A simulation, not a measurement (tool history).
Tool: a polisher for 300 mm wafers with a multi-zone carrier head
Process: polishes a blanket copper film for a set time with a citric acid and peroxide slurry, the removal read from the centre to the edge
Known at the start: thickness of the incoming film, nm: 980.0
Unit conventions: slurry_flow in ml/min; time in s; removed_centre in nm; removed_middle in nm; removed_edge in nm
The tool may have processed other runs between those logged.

run  hour  slurry_flow  centre_zone  middle_zone  edge_zone  slurry_solids  time  removed_centre  removed_middle  removed_edge
  1     0          270            1            1          1              1    57           220.9          209.63        201.18
  2   6.5          270            1            1          1              1    67          257.37          245.22        240.25
  3   9.5          240            1            1          1              1    67          258.27          241.73        235.96
  4  17.8          240            1            1          1              1    60          222.42          217.31        211.16
  5  19.8          235         0.99         0.98       0.99           0.95    55          203.03          192.87        184.93
  6  22.1          235         1.04         0.98       0.99           0.95    55          210.51          192.11        186.98
  7  23.8          225         1.01         0.96       1.01            0.9    51           188.2          172.39        174.22
  8  30.7          215         0.98         0.95       1.01           0.85    48          163.44          157.48        159.95
  9  39.3          210         0.96         0.93          1            0.8    46          152.21          143.41        146.84
 10  45.8          205         0.94         0.92          1           0.75    45           139.7          134.72        143.79
 11  48.5          205         0.93         0.91       0.98            0.7    44          132.51          126.41        131.29
 12  52.6          200         0.91          0.9       0.97            0.7    44          131.02          126.14        133.15
 13  61.4          195          0.9          0.9       0.96           0.65    43          122.28          119.16         121.9
 14    64          190         0.89         0.89       0.96           0.65    43           116.1          118.18        124.57
 15  71.2          190         0.88         0.88       0.95           0.65    43           116.8          117.91         124.4
 16    79          190         0.88         0.88       0.95           0.65    43          120.18          115.77        122.48
 17  87.9          185         0.87         0.88       0.95           0.65    43          117.81          116.42        124.04
 18    91          185         0.86         0.88       0.94           0.65    43          113.21          117.81        121.34
 19  92.3          185         0.86         0.88       0.94           0.65    43          113.44          115.63         123.8

Run 20 has not been measured yet. What should we expect?
 20  94.1          185         0.85         0.87       0.93           0.65    43               ?               ?             ?

Run 20 came out at removed_centre 111.81 nm, removed_middle 114.75 nm, removed_edge 121.91 nm.

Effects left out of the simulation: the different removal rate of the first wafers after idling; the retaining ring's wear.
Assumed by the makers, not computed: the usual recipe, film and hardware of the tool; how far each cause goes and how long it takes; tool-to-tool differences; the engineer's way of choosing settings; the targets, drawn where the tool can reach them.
